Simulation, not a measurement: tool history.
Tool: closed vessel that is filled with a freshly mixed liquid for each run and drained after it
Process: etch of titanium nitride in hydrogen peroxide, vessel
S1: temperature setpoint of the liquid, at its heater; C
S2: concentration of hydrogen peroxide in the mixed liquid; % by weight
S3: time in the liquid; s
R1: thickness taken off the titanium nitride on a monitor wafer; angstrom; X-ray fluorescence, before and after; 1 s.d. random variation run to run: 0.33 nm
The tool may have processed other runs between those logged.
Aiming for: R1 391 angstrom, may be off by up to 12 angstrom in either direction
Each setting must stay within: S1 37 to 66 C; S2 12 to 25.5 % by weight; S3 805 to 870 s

run,hour,S1,S2,S3,R1
1,0,53,17.5,805,540.45
2,3.4,51.5,17.5,805,495.28
3,10.2,50.5,17.5,805,455.23
4,16.7,50.5,20.5,805,474.63
5,22.1,50.5,20.5,805,474.69
6,24.7,49.5,20.5,805,439.13
7,29.7,49,20.5,805,423.39
8,30.7,48.5,20.5,805,404.19

Which one of the following 5 next-run settings gets every result inside its allowed miss? There is exactly one.
A,31.7,47,19.5,805,?
B,31.7,46.5,22,870,?
C,31.7,46.5,22,805,?
D,31.7,45.5,24,870,?
E,31.7,49,21,840,?

move,R1
A,362.01
B,386.99
C,358.08
D,366.2
E,444.26
A: takes the result that was furthest off past its target
B: hits every target within its allowed miss
C: takes the result that was furthest off past its target
D: takes the result that was furthest off past its target
E: moves away from the targets compared with the last run
So the answer is move B, the one that meets all the targets.
